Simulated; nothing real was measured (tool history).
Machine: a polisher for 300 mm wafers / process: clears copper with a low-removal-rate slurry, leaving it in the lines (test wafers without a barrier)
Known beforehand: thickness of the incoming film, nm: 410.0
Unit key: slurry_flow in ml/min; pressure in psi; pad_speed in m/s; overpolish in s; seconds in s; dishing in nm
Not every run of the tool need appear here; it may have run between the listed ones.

run	day	slurry_flow	pressure	pad_speed	slurry_solids	overpolish	seconds	dishing
1	0	260	3.5	0.9	1	13	149.84	24.938
2	0.279	260	3.2	0.9	1	11	165.36	18.994
3	0.338	325	3.2	0.9	1	11	160.24	20.662
4	0.442	325	3.2	0.9	1	9	157.72	17.199
5	0.533	295	2.9	0.94	1	8	178.25	14.731
6	0.658	270	2.8	0.94	1.1	7	180.85	12.563
7	0.971	250	2.7	0.96	1.15	6	183.3	11.097
8	1.342	235	2.6	0.98	1.2	6	182.18	10.674
9	1.55	220	2.5	1	1.25	6	182.08	10.594
10	1.85	155	1.6	1.1	1.5	4	264.39	5.0518
11	2.112	165	1.7	1.12	1.5	4	247.73	5.4514

Run 12, settings as shown, results not yet in. Your forecast:
12	2.242	170	1.8	1.14	1.5	4	?	?

Run 12 produced seconds 225.75 s, dishing 5.8812 nm.

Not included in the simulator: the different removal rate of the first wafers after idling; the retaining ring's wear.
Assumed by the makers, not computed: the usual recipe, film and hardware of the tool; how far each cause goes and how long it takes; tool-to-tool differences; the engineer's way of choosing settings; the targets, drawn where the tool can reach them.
